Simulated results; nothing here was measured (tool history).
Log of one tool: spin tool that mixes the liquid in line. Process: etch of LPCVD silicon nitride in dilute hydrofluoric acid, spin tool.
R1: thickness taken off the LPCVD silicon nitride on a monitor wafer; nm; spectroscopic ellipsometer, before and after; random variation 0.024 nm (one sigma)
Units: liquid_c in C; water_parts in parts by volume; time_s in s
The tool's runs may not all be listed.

run 1 hour=0 | liquid_c=24 water_parts=40 time_s=315 | R1=2.6771
run 2 hour=3 | liquid_c=24 water_parts=35 time_s=315 | R1=3.0906
run 3 hour=11.2 | liquid_c=27.5 water_parts=35 time_s=315 | R1=3.8441
run 4 hour=12.4 | liquid_c=25.5 water_parts=35 time_s=315 | R1=3.3176
run 5 hour=21.2 | liquid_c=23 water_parts=35 time_s=315 | R1=2.8731
run 6 hour=29.2 | liquid_c=22 water_parts=35 time_s=315 | R1=2.7164

The next listed run, before its measurement:
-- hour=37.9 thermometer replaced
run 7 hour=37.9 | liquid_c=21 water_parts=35 time_s=315 | R1=?

R1: 2.84 nm
